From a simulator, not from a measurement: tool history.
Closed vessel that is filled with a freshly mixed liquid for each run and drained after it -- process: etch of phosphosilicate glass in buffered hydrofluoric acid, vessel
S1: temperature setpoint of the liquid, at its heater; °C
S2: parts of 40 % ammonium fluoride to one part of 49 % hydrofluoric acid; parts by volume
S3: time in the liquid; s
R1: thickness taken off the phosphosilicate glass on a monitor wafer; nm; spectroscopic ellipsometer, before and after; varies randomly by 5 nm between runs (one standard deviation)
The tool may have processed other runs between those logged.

run    day    S1    S2   S3      R1
  1      0    25   9.5  105  628.39
  2  0.217    25    12  105  507.38
  3  0.546    27  10.5  105  647.33
  4  0.788  28.5   9.5  105  754.76
  5  0.962    27   9.5  105  698.28
  6  1.329    27   9.5  115  763.16

Estimate the outcome of run 7 from the log above:
  7  1.429  28.5   9  115   ?

Logged for run 7: R1 856.64 nm.
